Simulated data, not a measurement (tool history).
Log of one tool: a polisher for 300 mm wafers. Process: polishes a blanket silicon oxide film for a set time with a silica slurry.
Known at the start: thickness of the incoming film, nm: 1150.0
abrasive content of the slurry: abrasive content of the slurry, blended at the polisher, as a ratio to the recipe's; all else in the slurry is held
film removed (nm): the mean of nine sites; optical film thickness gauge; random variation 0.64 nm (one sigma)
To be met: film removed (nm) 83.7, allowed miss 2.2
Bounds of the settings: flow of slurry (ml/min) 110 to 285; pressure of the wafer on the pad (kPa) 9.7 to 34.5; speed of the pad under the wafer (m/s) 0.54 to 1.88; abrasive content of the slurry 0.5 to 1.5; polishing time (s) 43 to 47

run  hour  flow of slurry (ml/min)  pressure of the wafer on the pad (kPa)  speed of the pad under the wafer (m/s)  abrasive content of the slurry  polishing time (s)  film removed (nm)
  1     0                      180                                    22.1                                     1.2                               1                  47             107.99
  2   2.1                      175                                    20.7                                     1.2                               1                  47             100.65
  3   5.7                      175                                    20.7                                     1.2                               1                  43               92.5
  4   6.9                      175                                    20.7                                     1.4                               1                  43             104.58
  5  14.4                      175                                    20.7                                    1.28                               1                  43             96.265
  6  15.4                      165                                      20                                    1.28                               1                  43             92.672
  7  16.1                      155                                      20                                    1.28                               1                  43             91.146
  8  17.5                      145                                      20                                    1.28                               1                  43               89.9
  9  25.6                      140                                      20                                    1.28                               1                  43             90.109
 10  32.1                      135                                      20                                    1.28                               1                  43             89.305
 11  36.1                      120                                    18.6                                    1.28                               1                  43             80.692

4 next moves are on the table. One of them brings every result within its allowed miss. Which?
  A  40.1                      115                                    16.5                                    1.28                            0.95                  47                  ?
  B  40.1                      120                                    17.2                                    1.38                               1                  43                  ?
  C  40.1                      110                                    17.2                                    1.34                               1                  43                  ?
  D  40.1                      110                                    18.6                                    1.34                               1                  44                  ?

move  film removed (nm)
   A             77.369
   B             81.131
   C             77.394
   D             85.288
A: further off than the last run
B: nearer than the last run, and not there yet
C: further off than the last run
D: meets every target
Move D is the one to make.
